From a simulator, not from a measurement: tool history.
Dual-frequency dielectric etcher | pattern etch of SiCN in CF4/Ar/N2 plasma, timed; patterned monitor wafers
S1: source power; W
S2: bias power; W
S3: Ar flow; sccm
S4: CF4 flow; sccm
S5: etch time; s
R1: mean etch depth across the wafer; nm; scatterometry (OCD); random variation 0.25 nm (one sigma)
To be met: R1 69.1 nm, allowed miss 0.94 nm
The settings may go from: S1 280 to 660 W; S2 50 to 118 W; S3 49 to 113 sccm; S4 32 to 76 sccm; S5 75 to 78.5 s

{"run": 1, "hour": 0.0, "S1": 470, "S2": 84, "S3": 81, "S4": 54, "S5": 75, "R1": 74.098}
{"run": 2, "hour": 3.3, "S1": 470, "S2": 84, "S3": 81, "S4": 63, "S5": 75, "R1": 75.557}
{"run": 3, "hour": 10.6, "S1": 510, "S2": 84, "S3": 81, "S4": 63, "S5": 75, "R1": 79.948}
{"run": 4, "hour": 14.3, "S1": 510, "S2": 84, "S3": 92, "S4": 63, "S5": 75, "R1": 78.857}
{"run": 5, "hour": 18.6, "S1": 510, "S2": 84, "S3": 92, "S4": 59, "S5": 75, "R1": 78.314}
{"run": 6, "hour": 20.3, "S1": 490, "S2": 84, "S3": 92, "S4": 59, "S5": 75, "R1": 76.199}
{"run": 7, "hour": 20.8, "S1": 470, "S2": 84, "S3": 92, "S4": 59, "S5": 75, "R1": 73.944}
{"run": 8, "hour": 25.4, "S1": 460, "S2": 84, "S3": 92, "S4": 59, "S5": 75, "R1": 72.781}
{"run": 9, "hour": 26.0, "S1": 450, "S2": 84, "S3": 92, "S4": 59, "S5": 75, "R1": 72.208}
{"run": 10, "hour": 32.0, "S1": 440, "S2": 84, "S3": 92, "S4": 59, "S5": 75, "R1": 70.516}

5 next moves are on the table. One of them brings every result within its allowed miss. Which?
{"run": "A", "hour": 38.0, "S1": 440, "S2": 83, "S3": 92, "S4": 64, "S5": 75, "R1": "?"}
{"run": "B", "hour": 38.0, "S1": 430, "S2": 92, "S3": 95, "S4": 57, "S5": 76.5, "R1": "?"}
{"run": "C", "hour": 38.0, "S1": 470, "S2": 67, "S3": 91, "S4": 62, "S5": 75, "R1": "?"}
{"run": "D", "hour": 38.0, "S1": 430, "S2": 90, "S3": 95, "S4": 58, "S5": 75.5, "R1": "?"}
{"run": "E", "hour": 38.0, "S1": 460, "S2": 82, "S3": 95, "S4": 71, "S5": 75, "R1": "?"}

move=A R1=70.719
move=B R1=72.107
move=C R1=68.659
move=D R1=70.805
move=E R1=73.512
A: further off than the last run
B: further off than the last run
C: meets every target
D: further off than the last run
E: further off than the last run
Move C is the one to make.

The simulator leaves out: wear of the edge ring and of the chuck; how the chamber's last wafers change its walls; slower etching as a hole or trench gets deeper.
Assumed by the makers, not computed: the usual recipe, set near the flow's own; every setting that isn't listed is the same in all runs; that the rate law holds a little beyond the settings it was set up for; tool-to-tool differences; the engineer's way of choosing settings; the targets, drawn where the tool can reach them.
